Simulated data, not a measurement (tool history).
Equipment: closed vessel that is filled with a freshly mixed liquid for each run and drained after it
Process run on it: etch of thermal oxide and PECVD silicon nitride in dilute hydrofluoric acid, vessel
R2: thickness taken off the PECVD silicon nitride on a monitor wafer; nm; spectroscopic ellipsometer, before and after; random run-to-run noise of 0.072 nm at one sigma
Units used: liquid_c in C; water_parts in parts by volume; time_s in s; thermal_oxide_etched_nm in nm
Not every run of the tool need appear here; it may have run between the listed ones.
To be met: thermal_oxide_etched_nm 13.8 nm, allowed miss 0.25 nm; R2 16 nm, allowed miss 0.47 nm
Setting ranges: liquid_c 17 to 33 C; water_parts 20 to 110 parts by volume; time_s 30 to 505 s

{"run": 1, "hour": 0.0, "liquid_c": 25, "water_parts": 60, "time_s": 255, "thermal_oxide_etched_nm": 21.596, "R2": 22.358}
{"run": 2, "hour": 6.8, "liquid_c": 25.5, "water_parts": 65, "time_s": 260, "thermal_oxide_etched_nm": 20.663, "R2": 21.737}
{"run": 3, "hour": 11.6, "liquid_c": 25.5, "water_parts": 65, "time_s": 300, "thermal_oxide_etched_nm": 23.625, "R2": 24.896}
{"run": 4, "hour": 17.6, "liquid_c": 25.5, "water_parts": 65, "time_s": 390, "thermal_oxide_etched_nm": 30.744, "R2": 32.793}
{"run": 5, "hour": 19.2, "liquid_c": 25.5, "water_parts": 75, "time_s": 390, "thermal_oxide_etched_nm": 26.359, "R2": 28.531}
{"run": 6, "hour": 23.8, "liquid_c": 25.5, "water_parts": 85, "time_s": 390, "thermal_oxide_etched_nm": 22.986, "R2": 24.936}
{"run": 7, "hour": 29.7, "liquid_c": 25.5, "water_parts": 90, "time_s": 380, "thermal_oxide_etched_nm": 20.837, "R2": 23.053}
{"run": 8, "hour": 37.8, "liquid_c": 25.5, "water_parts": 95, "time_s": 375, "thermal_oxide_etched_nm": 19.618, "R2": 21.568}
{"run": 9, "hour": 39.7, "liquid_c": 25.5, "water_parts": 100, "time_s": 365, "thermal_oxide_etched_nm": 17.94, "R2": 20.025}
{"run": 10, "hour": 48.2, "liquid_c": 25.5, "water_parts": 100, "time_s": 355, "thermal_oxide_etched_nm": 17.482, "R2": 19.501}
{"run": 11, "hour": 55.7, "liquid_c": 25.5, "water_parts": 100, "time_s": 345, "thermal_oxide_etched_nm": 16.984, "R2": 18.691}
{"run": 12, "hour": 58.5, "liquid_c": 25.5, "water_parts": 100, "time_s": 335, "thermal_oxide_etched_nm": 16.468, "R2": 18.197}
{"run": 13, "hour": 65.8, "liquid_c": 25.5, "water_parts": 100, "time_s": 330, "thermal_oxide_etched_nm": 16.193, "R2": 18.105}
{"run": 14, "hour": 71.0, "liquid_c": 25.5, "water_parts": 100, "time_s": 325, "thermal_oxide_etched_nm": 15.951, "R2": 17.757}
{"run": 15, "hour": 76.1, "liquid_c": 25.5, "water_parts": 100, "time_s": 320, "thermal_oxide_etched_nm": 15.679, "R2": 17.461}
{"run": 16, "hour": 81.9, "liquid_c": 26, "water_parts": 105, "time_s": 315, "thermal_oxide_etched_nm": 15.053, "R2": 16.977}

Which one of the following 4 next-run settings gets every result inside its allowed miss? There is exactly one.
{"run": "A", "hour": 87.7, "liquid_c": 27, "water_parts": 105, "time_s": 280, "thermal_oxide_etched_nm": "?", "R2": "?"}
{"run": "B", "hour": 87.7, "liquid_c": 29, "water_parts": 110, "time_s": 285, "thermal_oxide_etched_nm": "?", "R2": "?"}
{"run": "C", "hour": 87.7, "liquid_c": 25.5, "water_parts": 100, "time_s": 320, "thermal_oxide_etched_nm": "?", "R2": "?"}
{"run": "D", "hour": 87.7, "liquid_c": 30, "water_parts": 105, "time_s": 255, "thermal_oxide_etched_nm": "?", "R2": "?"}

move=A thermal_oxide_etched_nm=13.739 R2=16.084
move=B thermal_oxide_etched_nm=14.305 R2=17.744
move=C thermal_oxide_etched_nm=15.656 R2=17.512
move=D thermal_oxide_etched_nm=14.017 R2=17.715
A: each result inside its tolerance
B: closes in on the targets versus the last run, not all within tolerance yet
C: moves away from the targets compared with the last run
D: gets the furthest-off result to its target, but another result is out of tolerance
Correct choice: A, which meets every target
